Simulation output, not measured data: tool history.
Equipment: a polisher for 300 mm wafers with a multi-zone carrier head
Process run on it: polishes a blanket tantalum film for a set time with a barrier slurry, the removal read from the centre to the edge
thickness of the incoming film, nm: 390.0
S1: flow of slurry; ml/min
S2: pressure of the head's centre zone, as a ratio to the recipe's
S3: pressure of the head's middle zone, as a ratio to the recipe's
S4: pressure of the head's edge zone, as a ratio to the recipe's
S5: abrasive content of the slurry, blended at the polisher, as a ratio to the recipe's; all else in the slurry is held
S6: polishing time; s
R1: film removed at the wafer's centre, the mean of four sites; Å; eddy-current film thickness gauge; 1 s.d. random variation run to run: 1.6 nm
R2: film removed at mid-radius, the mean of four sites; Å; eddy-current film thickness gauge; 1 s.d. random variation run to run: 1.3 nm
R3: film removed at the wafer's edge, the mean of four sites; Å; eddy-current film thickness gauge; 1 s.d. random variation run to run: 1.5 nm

{"run": 1, "day": 0.0, "S1": 140, "S2": 1.0, "S3": 1.0, "S4": 1.0, "S5": 1.0, "S6": 66, "R1": 1040.6, "R2": 1028.9, "R3": 1012.6}
{"run": 2, "day": 0.05, "S1": 145, "S2": 0.98, "S3": 1.01, "S4": 1.03, "S5": 1.1, "S6": 67, "R1": 1052.4, "R2": 1071.4, "R3": 1087.9}
{"run": 3, "day": 0.179, "S1": 155, "S2": 0.98, "S3": 1.04, "S4": 1.05, "S5": 1.2, "S6": 67, "R1": 1086.3, "R2": 1143.5, "R3": 1158.3}
{"run": 4, "day": 0.471, "S1": 130, "S2": 0.98, "S3": 1.04, "S4": 1.05, "S5": 1.2, "S6": 67, "R1": 1066.3, "R2": 1106.6, "R3": 1123.4}
{"run": 5, "day": 0.55, "S1": 130, "S2": 0.98, "S3": 0.97, "S4": 1.05, "S5": 1.2, "S6": 67, "R1": 1046.6, "R2": 1038.7, "R3": 1104.3}
{"run": 6, "day": 0.633, "S1": 130, "S2": 0.98, "S3": 0.94, "S4": 1.05, "S5": 1.2, "S6": 67, "R1": 1086.2, "R2": 1034.9, "R3": 1132.5}
{"run": 7, "day": 0.792, "S1": 140, "S2": 0.98, "S3": 0.98, "S4": 1.06, "S5": 1.25, "S6": 68, "R1": 1112.9, "R2": 1088.5, "R3": 1151.5}
{"run": 8, "day": 1.083, "S1": 145, "S2": 0.97, "S3": 1.01, "S4": 1.08, "S5": 1.3, "S6": 69, "R1": 1143.2, "R2": 1145.2, "R3": 1172.6}
{"run": 9, "day": 1.35, "S1": 145, "S2": 0.97, "S3": 1.01, "S4": 1.08, "S5": 1.3, "S6": 69, "R1": 1123.0, "R2": 1142.9, "R3": 1163.7}
{"run": 10, "day": 1.483, "S1": 135, "S2": 0.94, "S3": 1.01, "S4": 1.09, "S5": 1.35, "S6": 73, "R1": 1136.8, "R2": 1197.3, "R3": 1276.3}
{"run": 11, "day": 1.775, "S1": 140, "S2": 0.93, "S3": 1.02, "S4": 1.09, "S5": 1.4, "S6": 74, "R1": 1161.7, "R2": 1264.3, "R3": 1298.8}
{"run": 12, "day": 2.079, "S1": 145, "S2": 0.92, "S3": 1.03, "S4": 1.1, "S5": 1.4, "S6": 75, "R1": 1162.9, "R2": 1268.3, "R3": 1341.5}
{"run": 13, "day": 2.133, "S1": 150, "S2": 0.92, "S3": 1.04, "S4": 1.1, "S5": 1.4, "S6": 75, "R1": 1180.6, "R2": 1326.1, "R3": 1320.1}

Run 14 is up next; what results do you expect?
{"run": 14, "day": 2.229, "S1": 150, "S2": 0.92, "S3": 1.04, "S4": 1.11, "S5": 1.4, "S6": 76, "R1": "?", "R2": "?", "R3": "?"}

Run 14 produced R1 1204.5 Å, R2 1317.5 Å, R3 1363.4 Å.
